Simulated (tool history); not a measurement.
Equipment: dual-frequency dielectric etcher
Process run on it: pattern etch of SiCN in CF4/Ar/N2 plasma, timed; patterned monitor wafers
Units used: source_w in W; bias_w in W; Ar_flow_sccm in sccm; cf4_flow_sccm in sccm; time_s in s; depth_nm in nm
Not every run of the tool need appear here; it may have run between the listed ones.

run 1 hour=0.0 | source_w=600 bias_w=79 Ar_flow_sccm=127 cf4_flow_sccm=49 time_s=65.5 | depth_nm=62.831
run 2 hour=5.8 | source_w=650 bias_w=79 Ar_flow_sccm=127 cf4_flow_sccm=49 time_s=65.5 | depth_nm=67.486
run 3 hour=9.1 | source_w=650 bias_w=84 Ar_flow_sccm=127 cf4_flow_sccm=49 time_s=65.5 | depth_nm=69.202
run 4 hour=10.1 | source_w=660 bias_w=84 Ar_flow_sccm=127 cf4_flow_sccm=49 time_s=65.5 | depth_nm=69.792
run 5 hour=18.2 | source_w=660 bias_w=84 Ar_flow_sccm=127 cf4_flow_sccm=49 time_s=59.5 | depth_nm=63.525
run 6 hour=22.6 | source_w=660 bias_w=75 Ar_flow_sccm=127 cf4_flow_sccm=49 time_s=59.5 | depth_nm=59.762
run 7 hour=25.8 | source_w=710 bias_w=76 Ar_flow_sccm=127 cf4_flow_sccm=49 time_s=59.5 | depth_nm=63.856
run 8 hour=30.5 | source_w=740 bias_w=77 Ar_flow_sccm=127 cf4_flow_sccm=49 time_s=59.5 | depth_nm=67.097
run 9 hour=31.0 | source_w=760 bias_w=77 Ar_flow_sccm=127 cf4_flow_sccm=49 time_s=59.5 | depth_nm=69.076

Run 10 has not been measured yet. What should we expect?
run 10 hour=37.3 | source_w=780 bias_w=77 Ar_flow_sccm=127 cf4_flow_sccm=49 time_s=59.5 | depth_nm=?

{"run 10": {"depth_nm": 69.865}}

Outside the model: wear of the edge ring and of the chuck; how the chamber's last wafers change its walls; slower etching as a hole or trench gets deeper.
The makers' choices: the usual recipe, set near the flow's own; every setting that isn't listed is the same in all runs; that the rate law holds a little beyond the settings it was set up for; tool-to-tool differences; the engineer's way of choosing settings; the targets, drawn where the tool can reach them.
